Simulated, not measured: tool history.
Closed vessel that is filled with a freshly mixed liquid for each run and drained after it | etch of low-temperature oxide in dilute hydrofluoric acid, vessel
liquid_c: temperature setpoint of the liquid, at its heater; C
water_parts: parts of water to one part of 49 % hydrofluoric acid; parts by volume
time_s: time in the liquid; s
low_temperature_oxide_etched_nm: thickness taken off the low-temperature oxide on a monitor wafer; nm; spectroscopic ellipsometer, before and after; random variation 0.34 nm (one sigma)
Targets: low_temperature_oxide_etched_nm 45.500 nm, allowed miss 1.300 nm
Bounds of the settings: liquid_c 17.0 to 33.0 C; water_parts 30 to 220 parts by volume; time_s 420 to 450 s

| run | hour | liquid_c | water_parts | time_s | low_temperature_oxide_etched_nm |
|---|---|---|---|---|---|
| 1 | 0.0 | 25.0 | 125 | 420 | 60.131 |
| 2 | 8.2 | 25.0 | 125 | 450 | 64.267 |
| 3 | 11.0 | 23.5 | 125 | 450 | 61.144 |
| 4 | 18.2 | 23.5 | 90 | 450 | 87.898 |
| 5 | 19.8 | 23.5 | 115 | 450 | 66.703 |
| 6 | 28.2 | 22.5 | 115 | 450 | 64.829 |
| 7 | 29.6 | 21.5 | 115 | 450 | 61.587 |
| 8 | 35.9 | 20.5 | 115 | 450 | 58.973 |
| 9 | 36.9 | 20.0 | 115 | 450 | 58.362 |
| 10 | 38.5 | 19.5 | 115 | 450 | 57.065 |
|  | 41.7 | thermometer replaced |
| 11 | 41.7 | 19.0 | 115 | 450 | 52.074 |
| 12 | 51.0 | 18.5 | 115 | 450 | 51.128 |
| 13 | 59.9 | 18.0 | 115 | 450 | 50.290 |
| 14 | 66.2 | 17.5 | 120 | 450 | 47.163 |

4 next moves are on the table. One of them brings every result within its allowed miss. Which?
| A | 72.5 | 17.0 | 115 | 430 | ? |
| B | 72.5 | 20.5 | 125 | 445 | ? |
| C | 72.5 | 17.5 | 115 | 450 | ? |
| D | 72.5 | 17.0 | 125 | 430 | ? |

| move | low_temperature_oxide_etched_nm |
|---|---|
| A | 46.100 |
| B | 50.138 |
| C | 49.261 |
| D | 41.986 |
A: meets every target
B: further off than the last run
C: further off than the last run
D: takes the result that was furthest off past its target
Move A is the one to make.
